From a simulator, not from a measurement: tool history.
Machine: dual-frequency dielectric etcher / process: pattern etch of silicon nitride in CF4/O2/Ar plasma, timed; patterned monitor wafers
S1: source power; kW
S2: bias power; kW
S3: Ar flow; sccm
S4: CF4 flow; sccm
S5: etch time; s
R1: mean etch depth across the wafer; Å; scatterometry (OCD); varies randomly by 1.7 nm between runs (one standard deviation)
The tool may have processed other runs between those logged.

| run | hour | S1 | S2 | S3 | S4 | S5 | R1 |
|---|---|---|---|---|---|---|---|
| 1 | 0 | 0.59 | 0.062 | 77 | 132 | 95.5 | 2388.3 |
| 2 | 1.4 | 0.62 | 0.062 | 77 | 132 | 95.5 | 2494.6 |
| 3 | 2.3 | 0.62 | 0.062 | 77 | 132 | 88 | 2299.9 |
| 4 | 9.6 | 0.62 | 0.051 | 77 | 132 | 88 | 2141 |
| 5 | 17.3 | 0.62 | 0.057 | 77 | 132 | 88 | 2255.4 |
| 6 | 20.6 | 0.62 | 0.057 | 64 | 132 | 88 | 2281.1 |

Expected results for the next run?
| 7 | 24.7 | 0.74 | 0.059 | 64 | 133 | 88 | ? |

Run 7 gave R1 2591.6 Å.

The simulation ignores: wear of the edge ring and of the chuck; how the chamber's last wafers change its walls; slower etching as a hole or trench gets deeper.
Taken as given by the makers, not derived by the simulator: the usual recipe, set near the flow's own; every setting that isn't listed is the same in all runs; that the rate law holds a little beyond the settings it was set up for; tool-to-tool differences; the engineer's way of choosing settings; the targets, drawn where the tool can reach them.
